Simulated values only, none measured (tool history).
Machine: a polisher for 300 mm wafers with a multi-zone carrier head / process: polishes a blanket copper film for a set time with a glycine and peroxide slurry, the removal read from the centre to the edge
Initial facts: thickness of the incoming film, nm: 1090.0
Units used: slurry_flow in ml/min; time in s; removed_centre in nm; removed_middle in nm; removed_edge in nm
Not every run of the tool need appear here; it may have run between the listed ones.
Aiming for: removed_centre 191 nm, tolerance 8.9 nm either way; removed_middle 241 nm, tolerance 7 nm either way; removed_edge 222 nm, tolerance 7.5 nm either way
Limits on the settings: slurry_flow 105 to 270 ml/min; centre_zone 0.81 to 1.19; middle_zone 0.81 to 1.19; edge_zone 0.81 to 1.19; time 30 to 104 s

Run 1, hour 0: slurry_flow 175 ml/min, centre_zone 1, middle_zone 1, edge_zone 1, time 67 s. Result: removed_centre 342.47 nm, removed_middle 368.72 nm, removed_edge 351.53 nm.
Run 2, hour 8.5: slurry_flow 165 ml/min, centre_zone 0.95, middle_zone 0.99, edge_zone 0.96, time 59 s. Result: removed_centre 272.81 nm, removed_middle 317.45 nm, removed_edge 307.92 nm.
Run 3, hour 14.7: slurry_flow 140 ml/min, centre_zone 0.95, middle_zone 0.99, edge_zone 0.96, time 59 s. Result: removed_centre 264.64 nm, removed_middle 310.2 nm, removed_edge 297.03 nm.
Run 4, hour 19.7: slurry_flow 140 ml/min, centre_zone 1.01, middle_zone 0.99, edge_zone 0.96, time 59 s. Result: removed_centre 285.41 nm, removed_middle 313.81 nm, removed_edge 301.32 nm.
Run 5, hour 20.9: slurry_flow 140 ml/min, centre_zone 1.01, middle_zone 0.92, edge_zone 0.96, time 59 s. Result: removed_centre 283.28 nm, removed_middle 296.63 nm, removed_edge 300.89 nm.
Run 6, hour 24.3: slurry_flow 140 ml/min, centre_zone 1.01, middle_zone 0.84, edge_zone 0.96, time 59 s. Result: removed_centre 279.63 nm, removed_middle 275.37 nm, removed_edge 300.04 nm.
At hour 27.5: centre zone pressure recalibrated.
Run 7, hour 27.5: slurry_flow 135 ml/min, centre_zone 0.98, middle_zone 0.89, edge_zone 0.92, time 54 s. Result: removed_centre 265.39 nm, removed_middle 259.35 nm, removed_edge 277.94 nm.
Run 8, hour 35.9: slurry_flow 125 ml/min, centre_zone 0.96, middle_zone 0.95, edge_zone 0.93, time 49 s. Result: removed_centre 236.09 nm, removed_middle 247.47 nm, removed_edge 248.94 nm.

Which of these 5 next moves meets every target?
Run A, hour 44.3: slurry_flow 130 ml/min, centre_zone 0.87, middle_zone 1.08, edge_zone 1, time 43 s. Result: removed_centre ?, removed_middle ?, removed_edge ?.
Run B, hour 44.3: slurry_flow 105 ml/min, centre_zone 0.95, middle_zone 1.07, edge_zone 0.92, time 45 s. Result: removed_centre ?, removed_middle ?, removed_edge ?.
Run C, hour 44.3: slurry_flow 160 ml/min, centre_zone 1.15, middle_zone 1.01, edge_zone 0.94, time 44 s. Result: removed_centre ?, removed_middle ?, removed_edge ?.
Run D, hour 44.3: slurry_flow 125 ml/min, centre_zone 0.82, middle_zone 0.91, edge_zone 0.99, time 46 s. Result: removed_centre ?, removed_middle ?, removed_edge ?.
Run E, hour 44.3: slurry_flow 105 ml/min, centre_zone 0.83, middle_zone 1.1, edge_zone 1.01, time 47 s. Result: removed_centre ?, removed_middle ?, removed_edge ?.

move  removed_centre  removed_middle  removed_edge
   A          186.52          235.63        221.81
   B          203.97           235.4         221.1
   C          262.48          236.83        229.03
   D          186.31          220.81        235.98
   E          185.94          251.17        236.43
A: all results in spec
B: closes in on the targets versus the last run, not all within tolerance yet
C: its largest miss is bigger than the last run's
D: corrects the largest miss of the last run, while another result sits out of spec
E: corrects the largest miss of the last run, while another result sits out of spec
Move A is the one to make.

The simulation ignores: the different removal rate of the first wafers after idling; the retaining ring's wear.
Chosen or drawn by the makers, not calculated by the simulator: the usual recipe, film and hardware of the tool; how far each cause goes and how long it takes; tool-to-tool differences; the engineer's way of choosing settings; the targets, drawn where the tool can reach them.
